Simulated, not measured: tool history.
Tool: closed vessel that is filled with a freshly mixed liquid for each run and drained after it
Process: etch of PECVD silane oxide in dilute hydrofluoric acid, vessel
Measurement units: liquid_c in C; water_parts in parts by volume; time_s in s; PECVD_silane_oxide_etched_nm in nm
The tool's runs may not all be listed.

Run 1, hour 0.0: liquid_c 24.0 C, water_parts 80 parts by volume, time_s 30 s. Result: PECVD_silane_oxide_etched_nm 9.4511 nm.
Run 2, hour 7.8: liquid_c 26.0 C, water_parts 75 parts by volume, time_s 30 s. Result: PECVD_silane_oxide_etched_nm 11.0970 nm.
Run 3, hour 15.1: liquid_c 26.0 C, water_parts 100 parts by volume, time_s 30 s. Result: PECVD_silane_oxide_etched_nm 8.0449 nm.
Run 4, hour 17.1: liquid_c 27.5 C, water_parts 90 parts by volume, time_s 30 s. Result: PECVD_silane_oxide_etched_nm 9.4951 nm.
Run 5, hour 19.9: liquid_c 27.5 C, water_parts 90 parts by volume, time_s 30 s. Result: PECVD_silane_oxide_etched_nm 9.5406 nm.
Run 6, hour 27.5: liquid_c 27.5 C, water_parts 80 parts by volume, time_s 30 s. Result: PECVD_silane_oxide_etched_nm 11.0320 nm.

Run 7 is up next; what results do you expect?
Run 7, hour 34.5: liquid_c 28.5 C, water_parts 75 parts by volume, time_s 30 s. Result: PECVD_silane_oxide_etched_nm ?.

PECVD_silane_oxide_etched_nm: 12.2370 nm
